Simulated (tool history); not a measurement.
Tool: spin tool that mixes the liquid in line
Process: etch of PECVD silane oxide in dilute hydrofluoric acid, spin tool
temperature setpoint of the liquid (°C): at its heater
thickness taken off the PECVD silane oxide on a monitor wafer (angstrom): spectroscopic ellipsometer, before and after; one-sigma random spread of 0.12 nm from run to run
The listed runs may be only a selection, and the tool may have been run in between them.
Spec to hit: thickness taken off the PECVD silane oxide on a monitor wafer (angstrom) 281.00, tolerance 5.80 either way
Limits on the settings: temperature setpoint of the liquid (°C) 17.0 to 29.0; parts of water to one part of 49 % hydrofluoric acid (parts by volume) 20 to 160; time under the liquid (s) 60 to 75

run,hour,temperature setpoint of the liquid (°C),parts of water to one part of 49 % hydrofluoric acid (parts by volume),time under the liquid (s),thickness taken off the PECVD silane oxide on a monitor wafer (angstrom)
1,0.0,21.0,90,75,178.05
2,1.0,18.0,90,75,156.73
3,7.9,19.0,90,75,161.34
4,8.9,19.0,90,75,163.70
5,14.2,20.0,90,75,170.66
6,21.5,20.0,90,60,136.72
7,22.3,21.0,85,60,150.00
8,30.7,21.5,80,60,165.36
9,37.2,22.0,75,60,180.43
10,44.7,26.0,60,60,270.77

Exercise: of the 4 proposed moves below, exactly one satisfies all targets within the stated allowed misses. Which move is it?
A,52.2,23.5,60,65,?
B,52.2,24.5,55,60,?
C,52.2,22.5,55,60,?
D,52.2,29.0,80,70,?

move,thickness taken off the PECVD silane oxide on a monitor wafer (angstrom)
A,265.32
B,280.17
C,258.03
D,259.52
A: moves away from the targets compared with the last run
B: all results land within tolerance of their targets
C: moves away from the targets compared with the last run
D: moves away from the targets compared with the last run
Go with B: it meets all targets.
